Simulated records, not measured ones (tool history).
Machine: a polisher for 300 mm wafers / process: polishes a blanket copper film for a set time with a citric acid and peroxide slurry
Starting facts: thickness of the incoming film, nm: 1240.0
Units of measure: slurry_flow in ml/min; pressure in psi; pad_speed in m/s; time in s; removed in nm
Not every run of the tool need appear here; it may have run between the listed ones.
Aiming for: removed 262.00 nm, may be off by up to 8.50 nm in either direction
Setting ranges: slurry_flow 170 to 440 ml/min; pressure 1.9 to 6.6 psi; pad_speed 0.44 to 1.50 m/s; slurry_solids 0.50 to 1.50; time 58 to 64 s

run,hour,slurry_flow,pressure,pad_speed,slurry_solids,time,removed
1,0.0,280,4.2,0.96,1.00,64,191.55
2,7.6,280,4.2,1.08,1.00,64,212.46
3,11.5,280,4.2,1.08,1.10,64,213.88
4,12.9,280,4.4,1.08,1.10,64,221.99
5,15.8,280,4.4,1.08,0.90,64,215.53
6,18.2,280,4.6,1.08,0.90,64,222.39
7,24.5,280,4.8,1.08,0.90,64,235.53
8,27.5,280,4.9,1.08,0.90,64,234.63

Exercise: of the 5 proposed moves below, exactly one satisfies all targets within the stated allowed misses. Which move is it?
A,30.5,330,4.8,0.96,0.80,63,?
B,30.5,300,4.9,0.98,0.75,58,?
C,30.5,330,4.8,1.28,1.00,59,?
D,30.5,275,5.3,1.08,0.85,63,?
E,30.5,310,4.7,1.02,0.90,58,?

move,removed
A,201.52
B,188.06
C,263.74
D,245.67
E,197.74
A: its largest miss is bigger than the last run's
B: its largest miss is bigger than the last run's
C: each result inside its tolerance
D: nearer than the last run, and not there yet
E: its largest miss is bigger than the last run's
C meets every target.
